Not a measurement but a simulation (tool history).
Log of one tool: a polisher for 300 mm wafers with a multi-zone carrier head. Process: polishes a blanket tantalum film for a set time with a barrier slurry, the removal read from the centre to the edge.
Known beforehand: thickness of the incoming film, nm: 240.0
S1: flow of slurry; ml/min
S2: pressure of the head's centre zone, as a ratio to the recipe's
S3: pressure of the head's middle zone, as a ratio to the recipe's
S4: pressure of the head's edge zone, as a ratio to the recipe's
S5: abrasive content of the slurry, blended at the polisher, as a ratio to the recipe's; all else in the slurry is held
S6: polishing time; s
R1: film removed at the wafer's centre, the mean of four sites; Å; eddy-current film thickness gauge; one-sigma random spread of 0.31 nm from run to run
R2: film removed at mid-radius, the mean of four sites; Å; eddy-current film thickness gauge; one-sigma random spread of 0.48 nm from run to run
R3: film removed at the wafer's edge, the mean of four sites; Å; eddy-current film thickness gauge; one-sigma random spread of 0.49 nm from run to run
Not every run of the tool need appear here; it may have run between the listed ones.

run  hour   S1    S2    S3    S4    S5  S6      R1      R2      R3
  1   0.0  235  1.00  1.00  1.00  1.00  34  786.70  775.93  789.36
  2   3.7  235  1.08  1.00  1.00  1.00  34  853.10  785.20  796.52
  3  11.5  230  1.07  0.98  0.99  0.95  33  811.53  744.32  775.47
  4  12.2  230  1.07  0.92  0.99  0.95  33  805.06  707.64  759.46
  5  20.4  230  1.07  0.91  0.99  0.90  31  747.79  632.66  688.02
  6  28.0  230  1.07  0.91  1.02  0.90  31  747.95  630.20  710.36
  7  34.3  230  1.06  0.90  1.01  0.85  30  696.68  596.37  664.64
  8  39.8  230  1.06  0.90  1.01  0.85  30  697.44  587.92  665.67
  9  42.5  230  1.06  0.90  1.01  0.85  30  705.81  595.56  668.14
 10  44.2  230  1.05  0.89  1.00  0.80  29  656.45  547.78  625.21
 11  45.9  235  1.04  0.88  0.98  0.75  29  634.85  547.44  615.06
 12  54.3  235  1.04  0.88  0.98  0.75  29  633.11  542.07  610.54
 13  61.0  230  1.04  0.87  0.97  0.70  28  603.28  504.47  571.19
 14  61.9  225  1.03  0.86  0.96  0.70  28  595.43  496.84  574.61
 15  70.9  225  1.02  0.86  0.95  0.70  28  589.03  493.83  570.59
 16  72.7  225  1.01  0.86  0.94  0.70  28  582.61  490.56  569.37
 17  81.7  225  1.01  0.86  0.93  0.70  28  585.45  501.14  562.28
 18  82.4  220  1.00  0.85  0.92  0.70  28  569.66  490.27  566.20
 19  86.3  220  1.00  0.85  0.91  0.70  28  572.17  486.87  562.88

Predict the results of run 20:
 20  88.7  220  1.00  0.85  0.90  0.70  28   ?   ?   ?

R1: 572.96 Å
R2: 505.34 Å
R3: 568.16 Å
